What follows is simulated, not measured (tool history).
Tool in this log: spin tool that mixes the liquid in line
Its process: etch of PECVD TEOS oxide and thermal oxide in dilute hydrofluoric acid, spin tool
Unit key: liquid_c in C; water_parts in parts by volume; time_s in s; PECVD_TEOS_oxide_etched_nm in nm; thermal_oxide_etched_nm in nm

Run 1, hour 0.0: liquid_c 21.0 C, water_parts 80 parts by volume, time_s 115 s. Result: PECVD_TEOS_oxide_etched_nm 27.195 nm, thermal_oxide_etched_nm 7.0479 nm.
Run 2, hour 5.4: liquid_c 23.5 C, water_parts 65 parts by volume, time_s 115 s. Result: PECVD_TEOS_oxide_etched_nm 37.665 nm, thermal_oxide_etched_nm 9.6939 nm.
Run 3, hour 10.3: liquid_c 25.0 C, water_parts 55 parts by volume, time_s 115 s. Result: PECVD_TEOS_oxide_etched_nm 48.317 nm, thermal_oxide_etched_nm 12.3960 nm.
Run 4, hour 18.3: liquid_c 26.0 C, water_parts 50 parts by volume, time_s 115 s. Result: PECVD_TEOS_oxide_etched_nm 55.897 nm, thermal_oxide_etched_nm 14.2620 nm.
Run 5, hour 22.5: liquid_c 22.5 C, water_parts 50 parts by volume, time_s 115 s. Result: PECVD_TEOS_oxide_etched_nm 48.405 nm, thermal_oxide_etched_nm 12.3090 nm.
Run 6, hour 27.7: liquid_c 24.5 C, water_parts 45 parts by volume, time_s 115 s. Result: PECVD_TEOS_oxide_etched_nm 59.251 nm, thermal_oxide_etched_nm 15.1050 nm.
Run 7, hour 35.3: liquid_c 26.0 C, water_parts 45 parts by volume, time_s 115 s. Result: PECVD_TEOS_oxide_etched_nm 62.441 nm, thermal_oxide_etched_nm 16.0130 nm.
Run 8, hour 36.7: liquid_c 27.0 C, water_parts 45 parts by volume, time_s 115 s. Result: PECVD_TEOS_oxide_etched_nm 64.719 nm, thermal_oxide_etched_nm 16.5450 nm.
Run 9, hour 38.0: liquid_c 29.0 C, water_parts 35 parts by volume, time_s 115 s. Result: PECVD_TEOS_oxide_etched_nm 91.577 nm, thermal_oxide_etched_nm 23.6990 nm.
Run 10, hour 47.0: liquid_c 28.5 C, water_parts 35 parts by volume, time_s 115 s. Result: PECVD_TEOS_oxide_etched_nm 89.490 nm, thermal_oxide_etched_nm 23.0120 nm.

What will run 11 give?
Run 11, hour 51.1: liquid_c 28.0 C, water_parts 35 parts by volume, time_s 115 s. Result: PECVD_TEOS_oxide_etched_nm ?, thermal_oxide_etched_nm ?.

{"run 11": {"PECVD_TEOS_oxide_etched_nm": 88.03, "thermal_oxide_etched_nm": 22.789}}

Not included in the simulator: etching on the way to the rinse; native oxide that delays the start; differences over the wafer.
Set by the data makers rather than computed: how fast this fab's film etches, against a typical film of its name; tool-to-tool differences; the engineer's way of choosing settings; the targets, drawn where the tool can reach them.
